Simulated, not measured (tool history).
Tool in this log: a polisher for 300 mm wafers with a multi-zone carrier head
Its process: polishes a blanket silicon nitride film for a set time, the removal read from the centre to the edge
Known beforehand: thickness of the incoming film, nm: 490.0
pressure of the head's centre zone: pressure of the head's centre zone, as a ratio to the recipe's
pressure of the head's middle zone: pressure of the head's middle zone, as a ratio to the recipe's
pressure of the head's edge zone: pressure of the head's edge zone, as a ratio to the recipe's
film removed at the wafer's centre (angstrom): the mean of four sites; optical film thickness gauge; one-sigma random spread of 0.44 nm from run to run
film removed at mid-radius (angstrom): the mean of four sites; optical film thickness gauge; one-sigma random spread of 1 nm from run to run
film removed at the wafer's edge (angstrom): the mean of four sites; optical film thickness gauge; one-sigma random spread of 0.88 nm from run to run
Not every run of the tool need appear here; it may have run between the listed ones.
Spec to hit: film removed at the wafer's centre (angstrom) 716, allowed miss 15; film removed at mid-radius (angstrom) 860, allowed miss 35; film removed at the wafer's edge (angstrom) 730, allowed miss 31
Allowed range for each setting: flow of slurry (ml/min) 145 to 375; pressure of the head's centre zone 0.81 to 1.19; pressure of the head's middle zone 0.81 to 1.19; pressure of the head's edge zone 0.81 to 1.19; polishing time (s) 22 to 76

run,hour,flow of slurry (ml/min),pressure of the head's centre zone,pressure of the head's middle zone,pressure of the head's edge zone,polishing time (s),film removed at the wafer's centre (angstrom),film removed at mid-radius (angstrom),film removed at the wafer's edge (angstrom)
1,0,240,1,1,1,49,966.93,981.84,965.33
2,9,240,1,0.92,1,49,959.39,910.41,946.52
3,13.1,240,0.99,0.93,0.98,48,934.7,906.33,945.2
4,17.9,240,0.99,0.96,0.97,46,898.07,893.43,874.01
5,24.9,235,0.97,0.96,0.95,46,878.47,898.85,895.72
6,30.7,240,0.97,0.97,0.94,45,863.59,885.14,833.66
# hour 37.8: worn pad replaced by a new one
7,37.8,240,0.96,0.97,0.93,45,941.45,993.33,942.86
8,38.4,235,0.96,0.99,0.94,44,925.53,969.95,923.06
9,43,250,0.94,0.98,0.93,42,864.97,915.64,898.29
10,45.7,240,0.94,0.99,0.92,41,840.78,900.11,870.81

Exactly one of the 5 candidate moves below puts every result within its allowed miss. Which one?
A,48.4,160,0.81,1.11,0.91,42,?,?,?
B,48.4,175,0.91,1.09,0.83,38,?,?,?
C,48.4,175,0.84,1.06,0.99,39,?,?,?
D,48.4,275,0.93,0.93,0.94,44,?,?,?
E,48.4,150,0.85,0.85,0.87,54,?,?,?

move,film removed at the wafer's centre (angstrom),film removed at mid-radius (angstrom),film removed at the wafer's edge (angstrom)
A,690.09,954.46,828.51
B,716.75,865.54,728.85
C,678.4,867.53,811.64
D,913.54,937.02,940.67
E,914.61,966.41,1036.4
A: carries the result that was furthest off beyond its target, to the other side
B: all results in spec
C: carries the result that was furthest off beyond its target, to the other side
D: the biggest miss grows against the last run
E: the biggest miss grows against the last run
Go with B: it meets all targets.
